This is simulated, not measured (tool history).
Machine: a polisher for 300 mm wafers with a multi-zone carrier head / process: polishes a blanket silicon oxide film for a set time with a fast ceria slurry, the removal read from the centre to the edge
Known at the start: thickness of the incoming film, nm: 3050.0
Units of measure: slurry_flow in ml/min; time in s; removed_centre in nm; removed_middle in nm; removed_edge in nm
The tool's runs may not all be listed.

run	hour	slurry_flow	centre_zone	middle_zone	edge_zone	time	removed_centre	removed_middle	removed_edge
1	0.0	210	1.00	1.00	1.00	85	1224.2	1267.2	1282.3
2	4.0	210	1.00	1.00	0.94	85	1226.8	1261.7	1227.3
3	6.1	225	1.01	1.04	1.00	88	1295.0	1354.9	1347.8
4	12.4	225	1.01	1.10	1.00	88	1298.1	1395.4	1331.7
5	16.4	225	1.06	1.10	1.00	88	1349.6	1464.1	1325.2
6	21.7	225	1.06	1.10	1.08	88	1348.9	1416.8	1391.9
7	25.4	235	1.04	1.13	1.09	91	1390.5	1515.3	1445.5
8	27.6	245	1.03	1.15	1.12	92	1379.3	1525.2	1499.9
9	31.3	245	1.03	1.15	1.12	92	1386.9	1564.6	1481.9
10	38.0	255	1.03	1.15	1.14	93	1423.5	1571.7	1518.5
11	42.8	260	1.02	1.16	1.15	94	1433.7	1574.7	1566.5
12	49.5	255	1.02	1.17	1.15	95	1430.1	1649.2	1558.1
13	50.9	260	1.02	1.17	1.16	95	1433.4	1644.9	1570.9

Estimate the outcome of run 14 from the log above:
14	55.8	265	1.02	1.17	1.17	95	?	?	?

Run 14 yielded removed_centre 1440.8 nm, removed_middle 1654.2 nm, removed_edge 1565.9 nm.

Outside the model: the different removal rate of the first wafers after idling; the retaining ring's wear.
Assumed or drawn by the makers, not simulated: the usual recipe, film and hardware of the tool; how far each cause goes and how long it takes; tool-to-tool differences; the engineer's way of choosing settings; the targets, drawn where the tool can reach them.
